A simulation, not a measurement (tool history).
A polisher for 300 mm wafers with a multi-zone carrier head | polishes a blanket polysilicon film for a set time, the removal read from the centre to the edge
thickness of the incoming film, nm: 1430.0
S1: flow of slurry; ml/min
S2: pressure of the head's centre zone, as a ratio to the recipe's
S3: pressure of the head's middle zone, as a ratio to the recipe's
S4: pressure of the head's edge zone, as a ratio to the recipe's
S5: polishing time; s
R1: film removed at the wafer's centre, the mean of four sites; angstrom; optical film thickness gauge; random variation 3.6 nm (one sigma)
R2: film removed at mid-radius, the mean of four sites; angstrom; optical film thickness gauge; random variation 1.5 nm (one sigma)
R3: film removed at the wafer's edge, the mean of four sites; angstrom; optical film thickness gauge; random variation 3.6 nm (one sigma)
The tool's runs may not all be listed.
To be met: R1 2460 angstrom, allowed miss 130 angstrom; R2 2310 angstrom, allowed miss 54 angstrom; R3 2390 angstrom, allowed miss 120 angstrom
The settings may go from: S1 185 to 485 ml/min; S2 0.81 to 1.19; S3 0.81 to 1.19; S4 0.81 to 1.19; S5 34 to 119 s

Run 1, hour 0: S1 310 ml/min, S2 1, S3 1, S4 1, S5 76 s. Result: R1 3553.5 angstrom, R2 3528.8 angstrom, R3 3579.9 angstrom.
Run 2, hour 5.4: S1 310 ml/min, S2 1, S3 1, S4 1, S5 58 s. Result: R1 2683.7 angstrom, R2 2706.1 angstrom, R3 2668.9 angstrom.
Run 3, hour 13: S1 310 ml/min, S2 1, S3 1, S4 1.04, S5 58 s. Result: R1 2693.5 angstrom, R2 2693.2 angstrom, R3 2726.8 angstrom.
Run 4, hour 20.7: S1 310 ml/min, S2 1, S3 1, S4 1.04, S5 39 s. Result: R1 1849.8 angstrom, R2 1814.6 angstrom, R3 1875 angstrom.
Run 5, hour 29.5: S1 310 ml/min, S2 1, S3 1, S4 1.09, S5 39 s. Result: R1 1766.6 angstrom, R2 1826.8 angstrom, R3 1839.5 angstrom.
Run 6, hour 34.4: S1 305 ml/min, S2 0.99, S3 1, S4 1.03, S5 42 s. Result: R1 1902.8 angstrom, R2 1964.8 angstrom, R3 1971.1 angstrom.
Run 7, hour 39.7: S1 315 ml/min, S2 1, S3 0.99, S4 1.03, S5 45 s. Result: R1 2089.9 angstrom, R2 2098.3 angstrom, R3 2072.8 angstrom.
Run 8, hour 45.2: S1 305 ml/min, S2 1.03, S3 1.01, S4 1.05, S5 47 s. Result: R1 2175.9 angstrom, R2 2191.4 angstrom, R3 2229.3 angstrom.
Run 9, hour 47.8: S1 320 ml/min, S2 1.05, S3 1.01, S4 1.05, S5 47 s. Result: R1 2288.2 angstrom, R2 2213.9 angstrom, R3 2255.8 angstrom.
Run 10, hour 52.7: S1 330 ml/min, S2 1.06, S3 1.01, S4 1.06, S5 47 s. Result: R1 2347.6 angstrom, R2 2194.2 angstrom, R3 2190.7 angstrom.

5 next moves are on the table. One of them brings every result within its allowed miss. Which?
Run A, hour 57.6: S1 280 ml/min, S2 1.04, S3 0.91, S4 1.06, S5 49 s. Result: R1 ?, R2 ?, R3 ?.
Run B, hour 57.6: S1 185 ml/min, S2 0.93, S3 0.84, S4 1.14, S5 54 s. Result: R1 ?, R2 ?, R3 ?.
Run C, hour 57.6: S1 365 ml/min, S2 1.09, S3 1.02, S4 1.12, S5 48 s. Result: R1 ?, R2 ?, R3 ?.
Run D, hour 57.6: S1 230 ml/min, S2 1, S3 0.96, S4 1.13, S5 48 s. Result: R1 ?, R2 ?, R3 ?.
Run E, hour 57.6: S1 185 ml/min, S2 0.94, S3 0.9, S4 1.19, S5 56 s. Result: R1 ?, R2 ?, R3 ?.

move      R1      R2      R3
   A  2317.1  2078.1  2399.9
   B  2141.2  2027.1  2633.4
   C  2448.5  2296.2    2460
   D  2125.9  2079.1  2383.5
   E  2245.5    2225  2790.3
A: further off than the last run
B: further off than the last run
C: meets every target
D: further off than the last run
E: further off than the last run
Answer: C
